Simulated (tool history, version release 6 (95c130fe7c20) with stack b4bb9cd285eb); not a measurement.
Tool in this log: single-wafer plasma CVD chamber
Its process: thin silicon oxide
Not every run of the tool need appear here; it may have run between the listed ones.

run  hour  heater temperature setpoint (deg C)  chamber pressure (Torr)  RF power (kW)  deposition time (s)  mean film thickness on the monitor wafer (Å)
  1     0                                  385                    0.803          0.335                 4.95                                        97.341
  2   1.6                                  385                    0.749          0.335                 4.95                                        90.677
  3   5.6                                  376                    0.749          0.335                 4.95                                        91.774
  4  10.9                                  376                    0.864          0.335                 4.95                                        104.65
  5  14.3                                  376                    0.882          0.335                 4.95                                        106.52
  6  18.3                                  376                    0.898          0.335                 4.95                                        108.25
  7  19.4                                  376                    0.912          0.335                 4.95                                        110.84
  8  22.6                                  376                    0.923          0.335                 4.95                                        111.58

Run 9, settings as shown, results not yet in. Your forecast:
  9  25.5                                  376                    0.934          0.335                 4.95                                             ?

Run 9 came out at mean film thickness on the monitor wafer (Å) 112.41.
